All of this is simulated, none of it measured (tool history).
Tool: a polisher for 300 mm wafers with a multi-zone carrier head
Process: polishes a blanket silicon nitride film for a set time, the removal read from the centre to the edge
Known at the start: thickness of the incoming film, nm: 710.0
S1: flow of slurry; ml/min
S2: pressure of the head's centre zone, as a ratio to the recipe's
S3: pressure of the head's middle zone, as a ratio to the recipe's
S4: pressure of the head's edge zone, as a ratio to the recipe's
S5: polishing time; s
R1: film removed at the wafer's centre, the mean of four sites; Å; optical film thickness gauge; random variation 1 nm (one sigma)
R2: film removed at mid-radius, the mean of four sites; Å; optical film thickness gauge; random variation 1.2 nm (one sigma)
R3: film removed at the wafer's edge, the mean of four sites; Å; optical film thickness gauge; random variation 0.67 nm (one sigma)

run	hour	S1	S2	S3	S4	S5	R1	R2	R3
1	0.0	140	1.00	1.00	1.00	61	1055.1	1062.40	1097.2
2	1.9	140	1.04	1.00	1.00	61	1074.1	1081.30	1072.3
3	10.6	130	1.00	0.98	0.98	60	1002.8	1020.60	1041.2
4	12.2	130	1.05	0.98	0.98	60	1059.7	1019.00	1050.6
5	16.7	130	1.05	0.98	0.90	60	1049.8	1001.50	1010.9
6	23.5	160	1.05	0.98	0.90	60	1132.0	1016.20	1037.3
7	24.7	145	1.01	0.95	0.90	60	1053.2	1046.00	1013.0

Forecast run 8:
8	25.6	130	1.02	0.98	0.97	58	?	?	?

R1: 1008.6 Å
R2: 958.32 Å
R3: 1002.8 Å
